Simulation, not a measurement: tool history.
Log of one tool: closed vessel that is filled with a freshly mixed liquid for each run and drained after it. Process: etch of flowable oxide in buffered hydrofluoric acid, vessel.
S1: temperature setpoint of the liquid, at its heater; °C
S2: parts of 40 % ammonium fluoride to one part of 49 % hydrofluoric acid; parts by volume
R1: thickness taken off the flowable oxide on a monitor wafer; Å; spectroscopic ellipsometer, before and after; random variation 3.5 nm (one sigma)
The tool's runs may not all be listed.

Run 1, day 0: S1 20 °C, S2 14 parts by volume, time in the liquid (s) 105. Result: R1 2765.5 Å.
Run 2, day 0.162: S1 20 °C, S2 14 parts by volume, time in the liquid (s) 110. Result: R1 2840.5 Å.
Run 3, day 0.55: S1 21.5 °C, S2 14 parts by volume, time in the liquid (s) 110. Result: R1 3164.7 Å.
Run 4, day 0.646: S1 21.5 °C, S2 16 parts by volume, time in the liquid (s) 110. Result: R1 2756.4 Å.
Run 5, day 0.8: S1 23 °C, S2 15.5 parts by volume, time in the liquid (s) 110. Result: R1 3064.7 Å.
Run 6, day 0.875: S1 26 °C, S2 15.5 parts by volume, time in the liquid (s) 110. Result: R1 3611.4 Å.
Run 7, day 1.229: S1 26.5 °C, S2 15 parts by volume, time in the liquid (s) 110. Result: R1 3842.4 Å.

Run 8 comes next. What will it give?
Run 8, day 1.342: S1 27 °C, S2 15 parts by volume, time in the liquid (s) 110. Result: R1 ?.

Run 8 gave R1 3932.1 Å.

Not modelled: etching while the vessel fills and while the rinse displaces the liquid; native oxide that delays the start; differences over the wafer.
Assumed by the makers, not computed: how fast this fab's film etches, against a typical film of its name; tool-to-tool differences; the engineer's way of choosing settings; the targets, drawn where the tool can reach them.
